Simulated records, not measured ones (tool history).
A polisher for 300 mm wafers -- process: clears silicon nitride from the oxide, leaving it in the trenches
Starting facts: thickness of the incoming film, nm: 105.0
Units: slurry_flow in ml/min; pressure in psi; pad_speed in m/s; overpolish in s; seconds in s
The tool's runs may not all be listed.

run	hour	slurry_flow	pressure	pad_speed	overpolish	seconds
1	0	295	2.9	1.3	10	102.95
2	5.4	295	2.9	1.3	7	101.31
3	7.2	295	2.4	1.3	7	124.33
4	13.5	295	1.8	1.3	7	160.14
5	14.7	295	1.8	1.56	7	132.69
6	15.7	340	1.8	1.56	7	135.96
7	19.7	355	1.3	1.2	7	231.86

Estimate the outcome of run 8 from the log above:
8	21.2	360	1.3	1.16	7	?

seconds: 232.13 s

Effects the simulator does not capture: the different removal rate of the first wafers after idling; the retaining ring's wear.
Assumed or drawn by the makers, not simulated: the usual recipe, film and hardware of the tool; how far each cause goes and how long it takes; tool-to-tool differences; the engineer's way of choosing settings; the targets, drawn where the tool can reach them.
